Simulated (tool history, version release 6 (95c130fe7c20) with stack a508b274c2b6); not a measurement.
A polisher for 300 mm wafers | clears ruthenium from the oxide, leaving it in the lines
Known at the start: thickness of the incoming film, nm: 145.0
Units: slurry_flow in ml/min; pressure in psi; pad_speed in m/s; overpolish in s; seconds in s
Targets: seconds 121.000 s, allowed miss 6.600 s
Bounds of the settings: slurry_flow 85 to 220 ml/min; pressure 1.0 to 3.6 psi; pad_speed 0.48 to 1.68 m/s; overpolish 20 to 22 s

Run 1, day 0.000: slurry_flow 140 ml/min, pressure 2.3 psi, pad_speed 1.08 m/s, overpolish 20 s. Result: seconds 87.704 s.
Run 2, day 0.038: slurry_flow 140 ml/min, pressure 2.2 psi, pad_speed 1.08 m/s, overpolish 20 s. Result: seconds 91.330 s.
Run 3, day 0.071: slurry_flow 175 ml/min, pressure 2.2 psi, pad_speed 1.08 m/s, overpolish 20 s. Result: seconds 87.608 s.
Run 4, day 0.288: slurry_flow 195 ml/min, pressure 2.2 psi, pad_speed 1.08 m/s, overpolish 20 s. Result: seconds 86.180 s.
Run 5, day 0.621: slurry_flow 160 ml/min, pressure 2.2 psi, pad_speed 1.08 m/s, overpolish 20 s. Result: seconds 87.658 s.
Run 6, day 0.883: slurry_flow 160 ml/min, pressure 2.1 psi, pad_speed 1.08 m/s, overpolish 20 s. Result: seconds 91.474 s.
Run 7, day 1.004: slurry_flow 160 ml/min, pressure 2.0 psi, pad_speed 1.08 m/s, overpolish 20 s. Result: seconds 100.210 s.
Run 8, day 1.112: slurry_flow 160 ml/min, pressure 1.8 psi, pad_speed 1.08 m/s, overpolish 20 s. Result: seconds 107.310 s.
Run 9, day 1.375: slurry_flow 160 ml/min, pressure 1.7 psi, pad_speed 1.08 m/s, overpolish 20 s. Result: seconds 112.430 s.

Which of these 4 next moves meets every target?
Run A, day 1.638: slurry_flow 130 ml/min, pressure 2.1 psi, pad_speed 0.96 m/s, overpolish 20 s. Result: seconds ?.
Run B, day 1.638: slurry_flow 175 ml/min, pressure 1.7 psi, pad_speed 0.98 m/s, overpolish 22 s. Result: seconds ?.
Run C, day 1.638: slurry_flow 160 ml/min, pressure 1.6 psi, pad_speed 0.92 m/s, overpolish 20 s. Result: seconds ?.
Run D, day 1.638: slurry_flow 190 ml/min, pressure 1.9 psi, pad_speed 1.06 m/s, overpolish 20 s. Result: seconds ?.

move  seconds
   A  108.720
   B  121.990
   C  137.540
   D  102.330
A: further off than the last run
B: meets every target
C: takes the result that was furthest off past its target
D: further off than the last run
Answer: B
